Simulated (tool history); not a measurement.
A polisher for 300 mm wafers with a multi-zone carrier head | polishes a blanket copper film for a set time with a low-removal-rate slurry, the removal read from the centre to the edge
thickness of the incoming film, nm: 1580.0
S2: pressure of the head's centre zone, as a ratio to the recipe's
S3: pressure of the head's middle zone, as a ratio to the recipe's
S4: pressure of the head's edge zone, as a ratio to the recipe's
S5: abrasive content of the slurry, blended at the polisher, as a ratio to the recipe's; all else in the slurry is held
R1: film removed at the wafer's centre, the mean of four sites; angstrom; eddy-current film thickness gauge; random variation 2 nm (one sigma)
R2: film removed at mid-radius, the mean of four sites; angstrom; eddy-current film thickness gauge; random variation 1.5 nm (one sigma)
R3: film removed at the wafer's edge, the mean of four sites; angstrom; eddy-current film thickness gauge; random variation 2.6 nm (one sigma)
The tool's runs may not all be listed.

{"run": 1, "day": 0.0, "flow of slurry (ml/min)": 300, "S2": 1.0, "S3": 1.0, "S4": 1.0, "S5": 1.0, "polishing time (s)": 68, "R1": 1202.2, "R2": 1221.1, "R3": 1198.0}
{"run": 2, "day": 0.062, "flow of slurry (ml/min)": 300, "S2": 1.0, "S3": 1.0, "S4": 1.0, "S5": 0.8, "polishing time (s)": 68, "R1": 1122.9, "R2": 1157.4, "R3": 1143.2}
{"run": 3, "day": 0.325, "flow of slurry (ml/min)": 300, "S2": 1.0, "S3": 1.0, "S4": 1.02, "S5": 0.85, "polishing time (s)": 71, "R1": 1198.9, "R2": 1223.6, "R3": 1216.4}
{"run": 4, "day": 0.521, "flow of slurry (ml/min)": 300, "S2": 1.0, "S3": 1.0, "S4": 1.02, "S5": 0.65, "polishing time (s)": 71, "R1": 1134.2, "R2": 1151.3, "R3": 1148.3}
{"day": 0.65, "done": "worn pad replaced by a new one"}
{"run": 5, "day": 0.65, "flow of slurry (ml/min)": 300, "S2": 0.96, "S3": 1.0, "S4": 1.02, "S5": 0.65, "polishing time (s)": 71, "R1": 1249.4, "R2": 1292.0, "R3": 1292.7}
{"run": 6, "day": 0.812, "flow of slurry (ml/min)": 360, "S2": 0.96, "S3": 1.0, "S4": 1.02, "S5": 0.65, "polishing time (s)": 71, "R1": 1244.8, "R2": 1322.3, "R3": 1303.7}
{"run": 7, "day": 1.025, "flow of slurry (ml/min)": 360, "S2": 0.96, "S3": 1.0, "S4": 1.02, "S5": 0.65, "polishing time (s)": 71, "R1": 1273.4, "R2": 1327.2, "R3": 1321.1}

Run 8 comes next. What will it give?
{"run": 8, "day": 1.104, "flow of slurry (ml/min)": 370, "S2": 0.96, "S3": 0.99, "S4": 1.02, "S5": 0.7, "polishing time (s)": 73, "R1": "?", "R2": "?", "R3": "?"}

Run 8 gave R1 1300.0 angstrom, R2 1356.2 angstrom, R3 1349.4 angstrom.

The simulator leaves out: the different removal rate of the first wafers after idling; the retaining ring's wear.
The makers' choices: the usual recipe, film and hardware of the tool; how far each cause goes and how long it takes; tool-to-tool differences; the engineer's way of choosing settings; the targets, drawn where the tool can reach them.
